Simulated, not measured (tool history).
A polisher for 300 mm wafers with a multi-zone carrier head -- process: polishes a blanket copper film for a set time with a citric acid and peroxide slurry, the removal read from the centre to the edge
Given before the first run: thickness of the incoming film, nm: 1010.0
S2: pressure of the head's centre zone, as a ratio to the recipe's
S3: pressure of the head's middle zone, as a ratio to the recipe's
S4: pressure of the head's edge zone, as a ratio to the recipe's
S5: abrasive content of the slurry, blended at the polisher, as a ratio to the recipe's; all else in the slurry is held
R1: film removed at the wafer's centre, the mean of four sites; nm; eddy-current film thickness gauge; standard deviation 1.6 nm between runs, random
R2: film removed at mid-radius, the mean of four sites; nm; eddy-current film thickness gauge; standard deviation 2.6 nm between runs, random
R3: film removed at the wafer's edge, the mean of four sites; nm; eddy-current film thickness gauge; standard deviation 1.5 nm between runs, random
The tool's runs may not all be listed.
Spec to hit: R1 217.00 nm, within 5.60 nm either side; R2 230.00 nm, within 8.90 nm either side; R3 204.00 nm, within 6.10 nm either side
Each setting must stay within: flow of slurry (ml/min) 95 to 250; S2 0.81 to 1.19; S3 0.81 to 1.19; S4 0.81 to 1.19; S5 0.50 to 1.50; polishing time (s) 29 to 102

{"run": 1, "day": 0.0, "flow of slurry (ml/min)": 160, "S2": 1.0, "S3": 1.0, "S4": 1.0, "S5": 1.0, "polishing time (s)": 65, "R1": 154.71, "R2": 152.75, "R3": 157.32}
{"run": 2, "day": 0.138, "flow of slurry (ml/min)": 160, "S2": 1.0, "S3": 1.0, "S4": 1.0, "S5": 1.0, "polishing time (s)": 80, "R1": 189.25, "R2": 189.83, "R3": 190.37}
{"run": 3, "day": 0.488, "flow of slurry (ml/min)": 170, "S2": 1.01, "S3": 1.02, "S4": 1.0, "S5": 1.0, "polishing time (s)": 80, "R1": 194.52, "R2": 192.23, "R3": 191.69}
{"run": 4, "day": 0.771, "flow of slurry (ml/min)": 175, "S2": 1.01, "S3": 1.04, "S4": 1.0, "S5": 1.0, "polishing time (s)": 80, "R1": 195.64, "R2": 196.06, "R3": 193.96}
{"run": 5, "day": 0.846, "flow of slurry (ml/min)": 175, "S2": 0.95, "S3": 1.04, "S4": 1.0, "S5": 1.0, "polishing time (s)": 80, "R1": 181.09, "R2": 199.14, "R3": 195.28}
{"run": 6, "day": 0.95, "flow of slurry (ml/min)": 175, "S2": 0.95, "S3": 1.04, "S4": 1.05, "S5": 1.0, "polishing time (s)": 80, "R1": 184.98, "R2": 197.59, "R3": 197.37}
{"run": 7, "day": 1.229, "flow of slurry (ml/min)": 180, "S2": 0.96, "S3": 1.06, "S4": 1.04, "S5": 1.0, "polishing time (s)": 80, "R1": 189.19, "R2": 200.51, "R3": 199.31}
{"run": 8, "day": 1.575, "flow of slurry (ml/min)": 185, "S2": 0.97, "S3": 1.08, "S4": 1.03, "S5": 1.0, "polishing time (s)": 80, "R1": 189.54, "R2": 204.94, "R3": 198.88}
{"run": 9, "day": 1.8, "flow of slurry (ml/min)": 190, "S2": 0.98, "S3": 1.09, "S4": 1.02, "S5": 1.0, "polishing time (s)": 80, "R1": 194.09, "R2": 203.61, "R3": 196.39}
{"run": 10, "day": 1.917, "flow of slurry (ml/min)": 195, "S2": 0.98, "S3": 1.1, "S4": 1.01, "S5": 1.05, "polishing time (s)": 80, "R1": 195.69, "R2": 211.25, "R3": 200.07}

Which of these 5 next moves meets every target?
{"run": "A", "day": 2.033, "flow of slurry (ml/min)": 185, "S2": 0.96, "S3": 1.01, "S4": 1.05, "S5": 1.1, "polishing time (s)": 77, "R1": "?", "R2": "?", "R3": "?"}
{"run": "B", "day": 2.033, "flow of slurry (ml/min)": 190, "S2": 1.08, "S3": 1.11, "S4": 1.07, "S5": 1.35, "polishing time (s)": 81, "R1": "?", "R2": "?", "R3": "?"}
{"run": "C", "day": 2.033, "flow of slurry (ml/min)": 180, "S2": 1.03, "S3": 1.14, "S4": 0.95, "S5": 0.9, "polishing time (s)": 89, "R1": "?", "R2": "?", "R3": "?"}
{"run": "D", "day": 2.033, "flow of slurry (ml/min)": 245, "S2": 1.05, "S3": 1.19, "S4": 0.81, "S5": 0.85, "polishing time (s)": 87, "R1": "?", "R2": "?", "R3": "?"}
{"run": "E", "day": 2.033, "flow of slurry (ml/min)": 185, "S2": 0.98, "S3": 1.17, "S4": 0.91, "S5": 1.0, "polishing time (s)": 91, "R1": "?", "R2": "?", "R3": "?"}

move=A R1=185.08 R2=193.22 R3=196.31
move=B R1=232.19 R2=232.88 R3=220.01
move=C R1=217.24 R2=234.12 R3=204.31
move=D R1=223.55 R2=243.95 R3=188.70
move=E R1=218.16 R2=252.70 R3=210.98
A: further off than the last run
B: takes the biggest miss from the last run beyond its target
C: all results in spec
D: takes the biggest miss from the last run beyond its target
E: brings the last run's worst result on target, with another outside its allowed miss
So the answer is move C, the one that meets all the targets.

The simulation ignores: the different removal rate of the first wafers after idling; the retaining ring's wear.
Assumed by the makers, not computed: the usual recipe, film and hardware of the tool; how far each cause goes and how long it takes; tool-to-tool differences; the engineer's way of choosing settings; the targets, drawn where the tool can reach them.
